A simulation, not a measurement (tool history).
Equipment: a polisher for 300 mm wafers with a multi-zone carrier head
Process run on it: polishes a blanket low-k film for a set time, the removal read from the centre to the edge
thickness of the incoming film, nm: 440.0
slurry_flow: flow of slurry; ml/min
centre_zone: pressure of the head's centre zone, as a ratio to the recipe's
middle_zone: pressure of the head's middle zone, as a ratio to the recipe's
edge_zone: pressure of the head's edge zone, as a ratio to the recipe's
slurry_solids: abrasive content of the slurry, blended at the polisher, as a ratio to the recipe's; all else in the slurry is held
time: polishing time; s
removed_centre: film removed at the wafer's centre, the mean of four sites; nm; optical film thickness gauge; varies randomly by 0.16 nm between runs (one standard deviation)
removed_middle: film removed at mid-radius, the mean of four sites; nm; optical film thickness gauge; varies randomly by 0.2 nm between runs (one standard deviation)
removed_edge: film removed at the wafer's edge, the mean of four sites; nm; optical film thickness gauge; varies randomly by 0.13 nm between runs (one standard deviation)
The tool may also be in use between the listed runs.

run,hour,slurry_flow,centre_zone,middle_zone,edge_zone,slurry_solids,time,removed_centre,removed_middle,removed_edge
1,0,175,1,1,1,1,52,17.35,17.531,18.63
2,5.8,185,1.01,1,1,1,52,17.615,17.542,18.893
3,12.6,190,1.02,1,1,1,52,17.973,17.513,18.643
4,13.2,195,1.03,1,1.01,1,52,17.925,17.56,19.045
5,16.8,195,1.03,1,1.01,0.85,52,16.733,16.541,17.82
6,21.1,195,0.97,1,1.01,0.85,52,16.148,16.688,17.529
7,28.3,200,1,1.01,1.01,0.85,52,16.55,16.743,17.698
8,35.7,250,1.1,1.08,1.09,0.95,52,19.058,18.997,19.663

Estimate the outcome of run 9 from the log above:
9,42.3,250,1.11,1.07,1.09,0.95,52,?,?,?

removed_centre: 19.206 nm
removed_middle: 18.768 nm
removed_edge: 19.707 nm

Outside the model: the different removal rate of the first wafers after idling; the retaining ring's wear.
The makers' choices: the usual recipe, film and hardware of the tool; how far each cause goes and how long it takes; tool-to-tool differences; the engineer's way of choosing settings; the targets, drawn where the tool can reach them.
